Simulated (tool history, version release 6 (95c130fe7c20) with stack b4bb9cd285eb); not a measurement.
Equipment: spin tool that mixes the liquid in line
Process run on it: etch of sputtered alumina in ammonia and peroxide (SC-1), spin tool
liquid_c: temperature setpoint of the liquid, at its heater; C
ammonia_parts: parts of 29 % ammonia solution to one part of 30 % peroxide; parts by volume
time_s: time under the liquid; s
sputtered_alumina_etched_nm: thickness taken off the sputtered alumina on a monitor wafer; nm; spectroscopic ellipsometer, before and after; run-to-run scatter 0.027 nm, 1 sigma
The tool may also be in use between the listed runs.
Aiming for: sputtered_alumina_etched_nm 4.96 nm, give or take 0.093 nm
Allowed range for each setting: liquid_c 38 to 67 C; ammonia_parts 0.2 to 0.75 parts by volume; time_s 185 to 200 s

run	hour	liquid_c	ammonia_parts	time_s	sputtered_alumina_etched_nm
1	0	51	0.45	185	8.7347
2	2.7	47.5	0.45	185	7.1532
3	4.4	51	0.45	185	8.7538
4	6.4	51	0.45	185	8.7676
5	14.8	46	0.45	185	6.6019
6	19.7	46	0.45	185	6.5891
7	21.4	44.5	0.45	185	6.0053
8	26.6	40.5	0.45	185	4.7552
# hour 30.4: heated supply line repaired
9	30.4	41	0.45	185	5.6289
10	37.5	40	0.45	185	5.2626
11	38.9	39.5	0.45	185	5.1345

Which single option among these 5 for the next run brings every result within its allowed miss of target? Just one does.
A	40.3	39	0.4	195	?
B	40.3	40	0.25	185	?
C	40.3	38.5	0.5	195	?
D	40.3	39.5	0.5	190	?
E	40.3	39	0.45	195	?

move	sputtered_alumina_etched_nm
A	5.1109
B	4.918
C	5.0682
D	5.2408
E	5.169
A: moves toward the targets from the last run without getting all of them in spec
B: meets every target
C: moves toward the targets from the last run without getting all of them in spec
D: its largest miss is bigger than the last run's
E: its largest miss is bigger than the last run's
B meets every target.
